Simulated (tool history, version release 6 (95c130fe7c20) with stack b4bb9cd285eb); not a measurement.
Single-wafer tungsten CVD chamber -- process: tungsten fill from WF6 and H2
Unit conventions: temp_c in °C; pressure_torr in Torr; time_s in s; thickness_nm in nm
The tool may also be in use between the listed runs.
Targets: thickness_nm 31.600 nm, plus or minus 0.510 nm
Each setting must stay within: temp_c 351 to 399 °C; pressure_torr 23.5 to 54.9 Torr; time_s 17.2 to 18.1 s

run 1 day=0.000 | temp_c=375 pressure_torr=39.2 time_s=18.1 | thickness_nm=39.705
run 2 day=0.262 | temp_c=372 pressure_torr=39.1 time_s=18.1 | thickness_nm=36.922
run 3 day=0.621 | temp_c=372 pressure_torr=39.1 time_s=17.2 | thickness_nm=35.057
run 4 day=0.829 | temp_c=381 pressure_torr=39.1 time_s=17.2 | thickness_nm=42.882
run 5 day=0.979 | temp_c=377 pressure_torr=39.0 time_s=17.2 | thickness_nm=39.427
run 6 day=1.271 | temp_c=377 pressure_torr=43.4 time_s=17.2 | thickness_nm=41.369
run 7 day=1.404 | temp_c=374 pressure_torr=43.3 time_s=17.2 | thickness_nm=38.646
run 8 day=1.625 | temp_c=372 pressure_torr=43.3 time_s=17.2 | thickness_nm=37.029
run 9 day=1.804 | temp_c=370 pressure_torr=43.3 time_s=17.2 | thickness_nm=35.112
-- day=2.083 thermocouple changed; heater temperature recalibrated
run 10 day=2.083 | temp_c=369 pressure_torr=43.3 time_s=17.2 | thickness_nm=30.862

Consider the 4 candidate settings below. Which is the only one whose results all fall within their allowed miss of target?
run A day=2.362 | temp_c=366 pressure_torr=46.7 time_s=17.6 | thickness_nm=?
run B day=2.362 | temp_c=368 pressure_torr=42.6 time_s=18.1 | thickness_nm=?
run C day=2.362 | temp_c=368 pressure_torr=44.5 time_s=17.2 | thickness_nm=?
run D day=2.362 | temp_c=365 pressure_torr=52.0 time_s=17.2 | thickness_nm=?

move=A thickness_nm=30.416
move=B thickness_nm=31.450
move=C thickness_nm=30.482
move=D thickness_nm=30.476
A: the biggest miss grows against the last run
B: hits every target within its allowed miss
C: the biggest miss grows against the last run
D: the biggest miss grows against the last run
B meets every target.
